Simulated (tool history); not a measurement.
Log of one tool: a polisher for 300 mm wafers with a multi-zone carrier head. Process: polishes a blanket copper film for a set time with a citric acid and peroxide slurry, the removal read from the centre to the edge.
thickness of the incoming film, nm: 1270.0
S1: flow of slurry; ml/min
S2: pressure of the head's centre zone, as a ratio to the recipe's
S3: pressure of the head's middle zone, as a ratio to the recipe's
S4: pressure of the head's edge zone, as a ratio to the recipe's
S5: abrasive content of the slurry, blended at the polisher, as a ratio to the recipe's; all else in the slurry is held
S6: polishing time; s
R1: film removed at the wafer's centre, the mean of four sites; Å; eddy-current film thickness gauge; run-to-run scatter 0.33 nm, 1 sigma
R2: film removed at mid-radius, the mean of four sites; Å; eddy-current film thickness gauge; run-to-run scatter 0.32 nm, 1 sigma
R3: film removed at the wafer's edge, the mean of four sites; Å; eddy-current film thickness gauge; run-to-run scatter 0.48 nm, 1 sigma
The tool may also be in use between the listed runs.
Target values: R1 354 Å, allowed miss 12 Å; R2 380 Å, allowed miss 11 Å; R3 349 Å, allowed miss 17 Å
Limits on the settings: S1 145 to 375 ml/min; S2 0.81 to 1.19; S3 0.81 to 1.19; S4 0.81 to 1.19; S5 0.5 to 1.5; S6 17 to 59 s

| run | day | S1 | S2 | S3 | S4 | S5 | S6 | R1 | R2 | R3 |
|---|---|---|---|---|---|---|---|---|---|---|
| 1 | 0 | 240 | 1 | 1 | 1 | 1 | 38 | 570.46 | 571.46 | 570.93 |
| 2 | 0.221 | 240 | 1 | 0.97 | 1 | 1 | 38 | 572.28 | 557.01 | 559.38 |
| 3 | 0.246 | 240 | 0.97 | 0.96 | 0.95 | 0.9 | 36 | 514.24 | 518.15 | 529.71 |
| 4 | 0.383 | 245 | 0.99 | 0.99 | 0.93 | 0.8 | 32 | 453.83 | 462.15 | 438.88 |
| 5 | 0.442 | 245 | 0.99 | 0.99 | 1.01 | 0.8 | 32 | 449.47 | 460.53 | 464.87 |
| 6 | 0.475 | 245 | 0.99 | 0.99 | 0.96 | 0.8 | 32 | 456.81 | 454 | 456.12 |
| 7 | 0.729 | 245 | 0.98 | 1.01 | 0.93 | 0.75 | 31 | 431.37 | 450.82 | 430.01 |
|  | 0.821 | worn pad replaced by a new one |
| 8 | 0.821 | 230 | 0.94 | 0.95 | 0.83 | 0.5 | 27 | 374.38 | 377.86 | 361.04 |

Consider the 5 candidate settings below. Which is the only one whose results all fall within their allowed miss of target?
| A | 0.912 | 260 | 0.97 | 0.97 | 0.84 | 0.5 | 27 | ? | ? | ? |
| B | 0.912 | 250 | 1.07 | 0.98 | 0.81 | 0.5 | 26 | ? | ? | ? |
| C | 0.912 | 260 | 0.92 | 0.99 | 0.82 | 0.6 | 25 | ? | ? | ? |
| D | 0.912 | 270 | 0.97 | 0.93 | 0.88 | 0.5 | 27 | ? | ? | ? |
| E | 0.912 | 290 | 1.02 | 0.98 | 0.81 | 0.5 | 26 | ? | ? | ? |

| move | R1 | R2 | R3 |
|---|---|---|---|
| A | 384.81 | 380.5 | 366.68 |
| B | 403.54 | 367.62 | 346.98 |
| C | 349.64 | 369.27 | 346.44 |
| D | 386.62 | 368.94 | 374.78 |
| E | 393.54 | 374.12 | 351.56 |
A: lands further from the targets than the last run did
B: lands further from the targets than the last run did
C: all results in spec
D: lands further from the targets than the last run did
E: lands further from the targets than the last run did
So the answer is move C, the one that meets all the targets.
